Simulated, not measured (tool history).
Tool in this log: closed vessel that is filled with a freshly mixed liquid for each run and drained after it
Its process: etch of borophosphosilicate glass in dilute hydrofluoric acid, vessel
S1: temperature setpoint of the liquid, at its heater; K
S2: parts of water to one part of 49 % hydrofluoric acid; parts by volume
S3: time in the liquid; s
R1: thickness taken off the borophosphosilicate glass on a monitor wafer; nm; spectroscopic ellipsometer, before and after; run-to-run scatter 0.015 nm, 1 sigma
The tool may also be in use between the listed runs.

run 1 hour=0.0 | S1=295.15 S2=230 S3=35 | R1=4.7936
run 2 hour=6.7 | S1=295.15 S2=200 S3=35 | R1=5.7284
run 3 hour=8.8 | S1=293.65 S2=230 S3=35 | R1=4.5548
run 4 hour=17.3 | S1=292.65 S2=250 S3=35 | R1=3.9735
run 5 hour=26.6 | S1=292.65 S2=250 S3=35 | R1=3.9768
run 6 hour=30.8 | S1=292.65 S2=285 S3=35 | R1=3.3455
run 7 hour=34.2 | S1=292.15 S2=290 S3=35 | R1=3.2336

Expected results for the next run?
run 8 hour=37.3 | S1=291.65 S2=295 S3=35 | R1=?

Run 8 produced R1 3.1199 nm.
